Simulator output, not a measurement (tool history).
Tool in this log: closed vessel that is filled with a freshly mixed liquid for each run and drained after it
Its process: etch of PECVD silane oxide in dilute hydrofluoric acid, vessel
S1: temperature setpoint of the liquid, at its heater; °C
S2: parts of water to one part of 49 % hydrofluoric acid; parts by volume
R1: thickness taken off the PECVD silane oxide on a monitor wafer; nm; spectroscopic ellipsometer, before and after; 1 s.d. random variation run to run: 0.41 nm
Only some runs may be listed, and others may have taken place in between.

{"run": 1, "day": 0.0, "S1": 21, "S2": 235, "time in the liquid (s)": 380, "R1": 19.322}
{"run": 2, "day": 0.108, "S1": 23.5, "S2": 190, "time in the liquid (s)": 380, "R1": 27.729}
{"run": 3, "day": 0.288, "S1": 25, "S2": 165, "time in the liquid (s)": 380, "R1": 34.612}
{"run": 4, "day": 0.542, "S1": 25, "S2": 165, "time in the liquid (s)": 380, "R1": 34.067}
{"run": 5, "day": 0.667, "S1": 25, "S2": 240, "time in the liquid (s)": 380, "R1": 21.804}
{"run": 6, "day": 0.9, "S1": 22, "S2": 240, "time in the liquid (s)": 380, "R1": 19.594}
{"run": 7, "day": 0.962, "S1": 24, "S2": 200, "time in the liquid (s)": 380, "R1": 26.239}
{"run": 8, "day": 1.079, "S1": 28, "S2": 105, "time in the liquid (s)": 380, "R1": 65.712}
{"run": 9, "day": 1.317, "S1": 27, "S2": 105, "time in the liquid (s)": 380, "R1": 64.107}

Run 10 is up next; what results do you expect?
{"run": 10, "day": 1.538, "S1": 25.5, "S2": 105, "time in the liquid (s)": 380, "R1": "?"}

{"run 10": {"R1": 59.4}}
